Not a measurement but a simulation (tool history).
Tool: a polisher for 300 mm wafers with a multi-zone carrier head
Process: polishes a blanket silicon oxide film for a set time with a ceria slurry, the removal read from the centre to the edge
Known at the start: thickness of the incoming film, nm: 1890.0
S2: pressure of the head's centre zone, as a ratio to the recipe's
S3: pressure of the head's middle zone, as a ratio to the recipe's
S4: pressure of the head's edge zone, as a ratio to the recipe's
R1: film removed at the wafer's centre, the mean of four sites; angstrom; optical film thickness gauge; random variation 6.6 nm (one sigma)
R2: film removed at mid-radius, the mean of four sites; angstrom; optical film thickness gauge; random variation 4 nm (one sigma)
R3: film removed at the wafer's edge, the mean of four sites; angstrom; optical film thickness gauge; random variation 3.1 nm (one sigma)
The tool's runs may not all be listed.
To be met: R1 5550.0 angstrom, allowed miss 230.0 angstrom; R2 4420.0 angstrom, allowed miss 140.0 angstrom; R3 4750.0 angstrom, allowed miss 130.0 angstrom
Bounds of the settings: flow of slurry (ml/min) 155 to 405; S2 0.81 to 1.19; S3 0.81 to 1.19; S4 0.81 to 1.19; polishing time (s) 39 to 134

run 1 day=0.000 | flow_of_slurry_(ml/min)=260 S2=1.00 S3=1.00 S4=1.00 polishing_time_(s)=86 | R1=3812.2 R2=3749.1 R3=3800.9
run 2 day=0.212 | flow_of_slurry_(ml/min)=260 S2=1.00 S3=1.00 S4=1.00 polishing_time_(s)=102 | R1=4464.8 R2=4452.0 R3=4592.4
run 3 day=0.450 | flow_of_slurry_(ml/min)=260 S2=1.00 S3=0.92 S4=1.00 polishing_time_(s)=102 | R1=4517.8 R2=4287.2 R3=4510.0
run 4 day=0.688 | flow_of_slurry_(ml/min)=265 S2=1.02 S3=0.92 S4=1.01 polishing_time_(s)=102 | R1=4630.5 R2=4269.6 R3=4594.3
run 5 day=0.712 | flow_of_slurry_(ml/min)=310 S2=1.02 S3=0.92 S4=1.01 polishing_time_(s)=102 | R1=4621.6 R2=4365.8 R3=4638.2
run 6 day=1.000 | flow_of_slurry_(ml/min)=310 S2=1.04 S3=0.92 S4=1.01 polishing_time_(s)=102 | R1=4834.0 R2=4420.4 R3=4697.6
run 7 day=1.033 | flow_of_slurry_(ml/min)=310 S2=1.05 S3=0.92 S4=1.01 polishing_time_(s)=102 | R1=4888.6 R2=4310.4 R3=4701.7
run 8 day=1.342 | flow_of_slurry_(ml/min)=315 S2=1.06 S3=0.93 S4=1.00 polishing_time_(s)=102 | R1=4991.0 R2=4373.6 R3=4639.7
run 9 day=1.542 | flow_of_slurry_(ml/min)=315 S2=1.07 S3=0.93 S4=1.00 polishing_time_(s)=102 | R1=5065.8 R2=4362.5 R3=4638.9
run 10 day=1.792 | flow_of_slurry_(ml/min)=315 S2=1.08 S3=0.93 S4=1.00 polishing_time_(s)=102 | R1=5077.0 R2=4355.8 R3=4612.4

5 next moves are on the table. One of them brings every result within its allowed miss. Which?
run A day=2.042 | flow_of_slurry_(ml/min)=260 S2=1.13 S3=0.87 S4=1.02 polishing_time_(s)=110 | R1=? R2=? R3=?
run B day=2.042 | flow_of_slurry_(ml/min)=290 S2=1.06 S3=0.92 S4=1.14 polishing_time_(s)=104 | R1=? R2=? R3=?
run C day=2.042 | flow_of_slurry_(ml/min)=325 S2=1.19 S3=0.95 S4=0.94 polishing_time_(s)=102 | R1=? R2=? R3=?
run D day=2.042 | flow_of_slurry_(ml/min)=295 S2=1.16 S3=0.81 S4=1.11 polishing_time_(s)=106 | R1=? R2=? R3=?
run E day=2.042 | flow_of_slurry_(ml/min)=235 S2=1.19 S3=0.94 S4=1.02 polishing_time_(s)=106 | R1=? R2=? R3=?

move=A R1=5489.9 R2=4430.2 R3=4967.0
move=B R1=4932.7 R2=4402.8 R3=5007.4
move=C R1=5503.2 R2=4461.6 R3=4503.2
move=D R1=5512.4 R2=4126.6 R3=5047.4
move=E R1=5499.7 R2=4442.8 R3=4738.6
A: brings the result that was furthest off to its target, and leaves another outside
B: further off than the last run
C: brings the result that was furthest off to its target, and leaves another outside
D: brings the result that was furthest off to its target, and leaves another outside
E: meets every target
The right move is E.

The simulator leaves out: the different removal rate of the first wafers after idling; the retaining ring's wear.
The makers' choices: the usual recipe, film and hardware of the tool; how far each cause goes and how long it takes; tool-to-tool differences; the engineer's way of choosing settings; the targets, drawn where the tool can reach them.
